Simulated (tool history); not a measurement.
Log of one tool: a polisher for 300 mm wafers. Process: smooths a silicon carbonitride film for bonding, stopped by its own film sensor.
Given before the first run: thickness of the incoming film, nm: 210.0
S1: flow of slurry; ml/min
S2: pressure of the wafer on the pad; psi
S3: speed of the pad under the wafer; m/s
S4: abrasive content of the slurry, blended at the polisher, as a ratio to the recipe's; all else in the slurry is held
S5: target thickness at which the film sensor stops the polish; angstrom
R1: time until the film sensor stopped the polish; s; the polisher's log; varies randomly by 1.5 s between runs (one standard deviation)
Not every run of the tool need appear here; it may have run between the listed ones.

run,day,S1,S2,S3,S4,S5,R1
1,0.000,130,2.8,0.78,1.0,1630,181.56
2,0.212,130,2.8,0.62,1.0,1630,218.78
3,0.329,135,3.1,0.62,1.0,1630,199.63
4,0.679,155,3.1,0.62,1.0,1630,191.32
5,1.012,170,3.1,0.62,1.0,1630,189.83
6,1.108,170,3.1,0.62,1.1,1630,179.94
7,1.204,170,3.3,0.62,1.1,1630,170.81
8,1.229,170,3.5,0.62,1.1,1630,162.31

Run 9 has not been measured yet. What should we expect?
9,1.300,170,3.5,0.62,1.1,1630,?

R1: 159.37 s
